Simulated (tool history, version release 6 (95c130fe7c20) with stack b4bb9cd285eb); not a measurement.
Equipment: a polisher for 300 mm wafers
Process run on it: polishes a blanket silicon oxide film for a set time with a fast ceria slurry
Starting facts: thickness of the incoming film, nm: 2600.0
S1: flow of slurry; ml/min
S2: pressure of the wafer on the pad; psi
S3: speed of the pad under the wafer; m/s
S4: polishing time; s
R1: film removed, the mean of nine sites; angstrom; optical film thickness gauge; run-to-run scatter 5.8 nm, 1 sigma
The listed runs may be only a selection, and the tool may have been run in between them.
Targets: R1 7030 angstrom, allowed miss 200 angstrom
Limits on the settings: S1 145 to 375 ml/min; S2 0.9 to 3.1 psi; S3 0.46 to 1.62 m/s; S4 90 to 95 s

Run 1, hour 0: S1 240 ml/min, S2 2 psi, S3 1.04 m/s, S4 90 s. Result: R1 9416.9 angstrom.
Run 2, hour 1.9: S1 240 ml/min, S2 1.8 psi, S3 1.04 m/s, S4 90 s. Result: R1 8429.2 angstrom.
Run 3, hour 5.7: S1 240 ml/min, S2 1.8 psi, S3 1.24 m/s, S4 90 s. Result: R1 9532.8 angstrom.
Run 4, hour 12.2: S1 240 ml/min, S2 2.1 psi, S3 1.24 m/s, S4 90 s. Result: R1 10995 angstrom.
Run 5, hour 19.4: S1 240 ml/min, S2 2 psi, S3 1.24 m/s, S4 90 s. Result: R1 10330 angstrom.
Run 6, hour 22.2: S1 240 ml/min, S2 1.9 psi, S3 1.24 m/s, S4 90 s. Result: R1 9940 angstrom.
Run 7, hour 28.4: S1 240 ml/min, S2 1.8 psi, S3 1.24 m/s, S4 90 s. Result: R1 9445.6 angstrom.
Run 8, hour 30: S1 240 ml/min, S2 1.7 psi, S3 1.24 m/s, S4 90 s. Result: R1 9065.6 angstrom.
Run 9, hour 31.6: S1 240 ml/min, S2 1.6 psi, S3 1.24 m/s, S4 90 s. Result: R1 8551.3 angstrom.
Run 10, hour 39.7: S1 240 ml/min, S2 1.6 psi, S3 1.24 m/s, S4 90 s. Result: R1 8434 angstrom.
Run 11, hour 47.1: S1 240 ml/min, S2 1.5 psi, S3 1.24 m/s, S4 90 s. Result: R1 7958.1 angstrom.

Which one of the following 4 next-run settings gets every result inside its allowed miss? There is exactly one.
Run A, hour 54.5: S1 210 ml/min, S2 1.2 psi, S3 1.24 m/s, S4 94 s. Result: R1 ?.
Run B, hour 54.5: S1 255 ml/min, S2 1.3 psi, S3 1.24 m/s, S4 90 s. Result: R1 ?.
Run C, hour 54.5: S1 195 ml/min, S2 1.3 psi, S3 1.2 m/s, S4 90 s. Result: R1 ?.
Run D, hour 54.5: S1 230 ml/min, S2 1.2 psi, S3 1.26 m/s, S4 91 s. Result: R1 ?.

move      R1
   A  6664.8
   B  7059.1
   C    6654
   D  6607.2
A: the result that was furthest off in the last run now lies on the other side of its target
B: meets every target
C: the result that was furthest off in the last run now lies on the other side of its target
D: the result that was furthest off in the last run now lies on the other side of its target
So the answer is move B, the one that meets all the targets.

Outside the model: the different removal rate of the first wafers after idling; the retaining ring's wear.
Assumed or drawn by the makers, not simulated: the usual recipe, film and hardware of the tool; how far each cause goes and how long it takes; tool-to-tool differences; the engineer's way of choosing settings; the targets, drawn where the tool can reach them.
